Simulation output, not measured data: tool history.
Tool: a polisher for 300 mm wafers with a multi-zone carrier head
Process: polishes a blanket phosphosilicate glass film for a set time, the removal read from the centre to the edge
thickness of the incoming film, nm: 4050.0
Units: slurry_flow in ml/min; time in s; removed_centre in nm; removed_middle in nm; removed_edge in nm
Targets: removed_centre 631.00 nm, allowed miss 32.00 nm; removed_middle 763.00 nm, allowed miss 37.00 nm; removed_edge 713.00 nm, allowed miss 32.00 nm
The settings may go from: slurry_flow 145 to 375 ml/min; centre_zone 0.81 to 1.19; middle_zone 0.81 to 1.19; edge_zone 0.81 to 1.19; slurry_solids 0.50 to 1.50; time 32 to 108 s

run	hour	slurry_flow	centre_zone	middle_zone	edge_zone	slurry_solids	time	removed_centre	removed_middle	removed_edge
1	0.0	240	1.00	1.00	1.00	1.00	70	574.21	567.95	594.65
2	4.0	240	1.00	1.03	1.00	1.00	70	570.11	595.44	597.64
3	7.9	240	1.04	1.03	1.00	1.00	70	583.15	600.56	585.72
4	9.6	240	1.03	1.04	1.01	1.05	70	599.12	610.10	594.54
5	12.0	240	1.01	1.05	1.01	1.10	71	634.43	640.28	631.78
6	19.2	240	0.99	1.07	1.02	1.10	71	609.59	653.96	632.24
7	21.2	240	0.98	1.08	1.03	1.10	71	603.01	651.02	634.20
8	29.7	240	0.97	1.09	1.03	1.10	71	595.68	653.42	636.83
9	36.1	240	0.96	1.10	1.03	1.10	71	574.42	651.61	623.01
10	42.5	240	0.96	1.11	1.04	1.10	71	587.24	668.88	636.24
11	51.3	240	0.96	1.12	1.05	1.10	71	574.78	671.83	643.84
12	58.5	240	0.96	1.12	1.05	1.10	71	564.73	667.98	626.31
13	63.1	250	0.94	1.14	1.07	1.20	72	610.26	717.71	690.58

5 next moves are on the table. One of them brings every result within its allowed miss. Which?
A	67.7	245	0.88	1.03	1.15	1.15	75	?	?	?
B	67.7	200	0.94	1.17	1.15	1.10	73	?	?	?
C	67.7	225	0.98	1.19	1.15	1.45	68	?	?	?
D	67.7	225	1.06	0.99	1.03	1.45	68	?	?	?
E	67.7	255	0.96	1.05	1.16	1.15	70	?	?	?

move	removed_centre	removed_middle	removed_edge
A	580.39	682.68	718.65
B	571.35	693.18	667.51
C	643.61	756.67	715.94
D	695.72	659.46	681.29
E	594.79	649.30	676.01
A: further off than the last run
B: further off than the last run
C: meets every target
D: further off than the last run
E: further off than the last run
Answer: C
